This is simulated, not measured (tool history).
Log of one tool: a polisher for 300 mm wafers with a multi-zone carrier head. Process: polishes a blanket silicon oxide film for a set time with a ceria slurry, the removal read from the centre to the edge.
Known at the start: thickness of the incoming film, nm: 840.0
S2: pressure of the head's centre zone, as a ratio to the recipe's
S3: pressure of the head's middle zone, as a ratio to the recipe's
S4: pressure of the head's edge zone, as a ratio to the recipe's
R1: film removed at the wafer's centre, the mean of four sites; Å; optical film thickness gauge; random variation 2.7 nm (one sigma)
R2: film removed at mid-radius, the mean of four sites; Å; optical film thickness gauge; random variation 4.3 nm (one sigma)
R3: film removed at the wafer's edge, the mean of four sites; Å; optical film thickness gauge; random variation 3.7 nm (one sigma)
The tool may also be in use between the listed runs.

run 1 hour=0.0 | flow_of_slurry_(ml/min)=140 S2=1.00 S3=1.00 S4=1.00 polishing_time_(s)=48 | R1=2351.9 R2=2327.4 R3=2348.7
run 2 hour=4.7 | flow_of_slurry_(ml/min)=150 S2=1.02 S3=1.04 S4=1.03 polishing_time_(s)=50 | R1=2580.6 R2=2518.3 R3=2477.1
run 3 hour=10.3 | flow_of_slurry_(ml/min)=160 S2=1.02 S3=1.06 S4=1.04 polishing_time_(s)=52 | R1=2672.9 R2=2706.7 R3=2609.4
run 4 hour=17.6 | flow_of_slurry_(ml/min)=160 S2=1.02 S3=1.14 S4=1.04 polishing_time_(s)=52 | R1=2729.2 R2=2885.9 R3=2600.4
run 5 hour=18.2 | flow_of_slurry_(ml/min)=160 S2=1.02 S3=1.06 S4=1.04 polishing_time_(s)=52 | R1=2732.5 R2=2680.9 R3=2632.6
run 6 hour=19.4 | flow_of_slurry_(ml/min)=160 S2=1.02 S3=0.99 S4=1.04 polishing_time_(s)=52 | R1=2712.0 R2=2584.4 R3=2631.2
run 7 hour=24.2 | flow_of_slurry_(ml/min)=170 S2=1.03 S3=1.02 S4=1.05 polishing_time_(s)=53 | R1=2853.0 R2=2699.9 R3=2712.9
run 8 hour=30.4 | flow_of_slurry_(ml/min)=175 S2=1.03 S3=1.05 S4=1.06 polishing_time_(s)=54 | R1=2889.9 R2=2921.7 R3=2800.1
run 9 hour=36.0 | flow_of_slurry_(ml/min)=180 S2=1.04 S3=1.06 S4=1.07 polishing_time_(s)=54 | R1=2974.3 R2=2876.1 R3=2782.4
run 10 hour=43.0 | flow_of_slurry_(ml/min)=185 S2=1.04 S3=1.08 S4=1.07 polishing_time_(s)=55 | R1=3022.0 R2=3034.8 R3=2858.2
run 11 hour=48.8 | flow_of_slurry_(ml/min)=190 S2=1.05 S3=1.09 S4=1.08 polishing_time_(s)=55 | R1=3076.1 R2=3076.2 R3=2901.1

Forecast run 12:
run 12 hour=57.1 | flow_of_slurry_(ml/min)=195 S2=1.06 S3=1.10 S4=1.08 polishing_time_(s)=55 | R1=? R2=? R3=?

{"run 12": {"R1": 3121.8, "R2": 3072.5, "R3": 2908.5}}
